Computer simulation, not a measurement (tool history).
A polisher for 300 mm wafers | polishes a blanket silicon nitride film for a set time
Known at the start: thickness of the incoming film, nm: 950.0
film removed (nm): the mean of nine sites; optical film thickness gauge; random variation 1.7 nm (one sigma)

run	hour	flow of slurry (ml/min)	pressure of the wafer on the pad (kPa)	speed of the pad under the wafer (cm/s)	polishing time (s)	film removed (nm)
1	0	140	30.3	136	42	100.07
2	5.6	175	30.3	136	42	101.92
3	8.4	175	30.3	120	42	93.16
4	15.5	175	35.2	120	42	104.52
5	19.3	175	37.2	120	42	112.64
6	28.3	175	37.2	98	42	96.633
7	29.8	175	39.3	100	42	100.81
# hour 37.2: worn pad replaced by a new one
8	37.2	175	40.7	102	42	117.96

Run 9 comes next. What will it give?
9	39.3	175	41.4	102	42	?

film removed (nm): 119.28

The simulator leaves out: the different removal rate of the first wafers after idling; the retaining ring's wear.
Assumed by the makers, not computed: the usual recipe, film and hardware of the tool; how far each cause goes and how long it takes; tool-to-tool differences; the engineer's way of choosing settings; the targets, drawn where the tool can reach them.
